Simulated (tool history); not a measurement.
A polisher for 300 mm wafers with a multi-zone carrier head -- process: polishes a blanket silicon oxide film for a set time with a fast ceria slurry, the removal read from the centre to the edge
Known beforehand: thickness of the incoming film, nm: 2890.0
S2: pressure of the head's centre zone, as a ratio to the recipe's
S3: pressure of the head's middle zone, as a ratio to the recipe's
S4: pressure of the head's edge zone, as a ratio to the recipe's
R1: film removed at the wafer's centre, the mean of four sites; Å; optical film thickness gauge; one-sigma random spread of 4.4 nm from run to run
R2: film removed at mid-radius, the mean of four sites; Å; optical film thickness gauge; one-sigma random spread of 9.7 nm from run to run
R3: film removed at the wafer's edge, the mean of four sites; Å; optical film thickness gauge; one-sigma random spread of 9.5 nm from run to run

Run 1, hour 0: flow of slurry (ml/min) 250, S2 1, S3 1, S4 1, polishing time (s) 60. Result: R1 5236.4 Å, R2 5017.3 Å, R3 5280.7 Å.
Run 2, hour 7.8: flow of slurry (ml/min) 255, S2 1, S3 1.04, S4 1.03, polishing time (s) 62. Result: R1 5379.5 Å, R2 5307 Å, R3 5461.3 Å.
Run 3, hour 11.2: flow of slurry (ml/min) 255, S2 1, S3 1.04, S4 1.03, polishing time (s) 73. Result: R1 6371.1 Å, R2 6285.9 Å, R3 6430.8 Å.
Run 4, hour 18.7: flow of slurry (ml/min) 200, S2 1, S3 1.04, S4 1.03, polishing time (s) 73. Result: R1 6131.9 Å, R2 6084.4 Å, R3 6383.6 Å.
Run 5, hour 24.2: flow of slurry (ml/min) 200, S2 1, S3 1.04, S4 1.03, polishing time (s) 81. Result: R1 6809.5 Å, R2 7042.2 Å, R3 7172.5 Å.
Run 6, hour 31.2: flow of slurry (ml/min) 225, S2 1, S3 1.04, S4 1.03, polishing time (s) 81. Result: R1 7045 Å, R2 6957.8 Å, R3 6997.8 Å.
Run 7, hour 40: flow of slurry (ml/min) 215, S2 0.99, S3 1.05, S4 1.02, polishing time (s) 81. Result: R1 6838.2 Å, R2 6883.6 Å, R3 7112.9 Å.

For run 8, what comes out?
Run 8, hour 43.6: flow of slurry (ml/min) 215, S2 0.99, S3 1.08, S4 1.01, polishing time (s) 81. Result: R1 ?, R2 ?, R3 ?.

{"run 8": {"R1": 6803.6, "R2": 6932.3, "R3": 6976.1}}
